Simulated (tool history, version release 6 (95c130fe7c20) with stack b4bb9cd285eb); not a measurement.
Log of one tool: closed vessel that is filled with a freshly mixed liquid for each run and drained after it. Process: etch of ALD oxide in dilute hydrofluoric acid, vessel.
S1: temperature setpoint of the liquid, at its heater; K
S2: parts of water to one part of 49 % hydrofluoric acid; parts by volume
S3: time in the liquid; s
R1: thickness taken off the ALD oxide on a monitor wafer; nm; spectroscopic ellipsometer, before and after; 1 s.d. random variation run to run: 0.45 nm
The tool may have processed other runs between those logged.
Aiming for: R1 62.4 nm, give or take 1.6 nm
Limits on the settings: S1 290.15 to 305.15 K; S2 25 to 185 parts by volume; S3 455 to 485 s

run	day	S1	S2	S3	R1
1	0	297.15	105	455	73.528
2	0.2	297.15	135	455	54.846
3	0.533	297.65	135	455	56.591
4	0.804	297.65	135	455	56.662
5	1.088	297.65	135	455	55.866
6	1.367	298.15	135	455	57.28
7	1.512	298.65	135	455	58.221
8	1.604	299.15	135	455	58.897
9	1.762	299.65	135	455	59.907

5 candidate next runs follow, results not yet known. Just one meets every target within its allowed miss. Identify it.
A	1.921	294.65	125	485	?
B	1.921	300.65	145	485	?
C	1.921	298.65	135	455	?
D	1.921	300.15	140	460	?
E	1.921	302.65	155	460	?

move	R1
A	57.708
B	61.191
C	57.904
D	59.371
E	57.67
A: lands further from the targets than the last run did
B: all results in spec
C: lands further from the targets than the last run did
D: lands further from the targets than the last run did
E: lands further from the targets than the last run did
The right move is B.
